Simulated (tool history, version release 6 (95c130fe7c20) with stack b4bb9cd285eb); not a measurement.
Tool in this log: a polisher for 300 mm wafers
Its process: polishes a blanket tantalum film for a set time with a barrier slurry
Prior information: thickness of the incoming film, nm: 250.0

run  hour  flow of slurry (ml/min)  pressure of the wafer on the pad (kPa)  speed of the pad under the wafer (cm/s)  abrasive content of the slurry  polishing time (s)  film removed (Å)
  1     0                      180                                    15.9                                       78                               1                  38            632.05
  2   8.6                      180                                    15.9                                       78                            0.85                  38               605
  3  16.9                      155                                    15.9                                       78                            0.85                  38            584.35
  4  24.3                      155                                    15.9                                       96                            0.85                  38            709.69
  5  32.5                      155                                    14.5                                       96                            0.85                  38            670.35
  6  36.4                      155                                    13.1                                       94                            0.85                  38            611.36
  7  42.3                      155                                    12.4                                       92                            0.85                  38            569.67

The next listed run, before its measurement:
  8  47.9                      155                                    11.7                                       90                            0.85                  38                 ?

{"run 8": {"film removed (Å)": 550.47}}
